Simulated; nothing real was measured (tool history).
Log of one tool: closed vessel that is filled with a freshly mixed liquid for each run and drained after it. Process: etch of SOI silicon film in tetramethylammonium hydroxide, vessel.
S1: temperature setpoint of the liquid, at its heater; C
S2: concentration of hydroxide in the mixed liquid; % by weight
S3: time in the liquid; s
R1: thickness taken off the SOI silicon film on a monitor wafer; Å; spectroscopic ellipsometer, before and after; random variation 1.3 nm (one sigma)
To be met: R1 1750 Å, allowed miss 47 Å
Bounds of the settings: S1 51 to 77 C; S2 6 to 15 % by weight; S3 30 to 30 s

run  hour    S1  S2  S3      R1
  1     0    64  10  30  1365.1
  2   0.6    64   9  30  1427.9
  3   8.4  64.5   9  30  1480.4
  4  10.3  59.5   9  30  1058.3
  5  13.2  59.5  11  30   991.6
  6  14.3  59.5  11  30  1009.8
  7  22.2  60.5  11  30  1057.8
  8  23.7  61.5  11  30  1129.9
  9  31.8  62.5  11  30  1199.8

5 next moves are on the table. One of them brings every result within its allowed miss. Which?
  A  39.9    70    9  30   ?
  B  39.9    65  7.5  30   ?
  C  39.9    64    9  30   ?
  D  39.9    67  8.5  30   ?
  E  39.9  56.5   11  30   ?

move      R1
   A  2034.4
   B    1602
   C  1421.5
   D  1737.7
   E  827.09
A: takes the result that was furthest off past its target
B: nearer than the last run, and not there yet
C: nearer than the last run, and not there yet
D: meets every target
E: further off than the last run
Answer: D
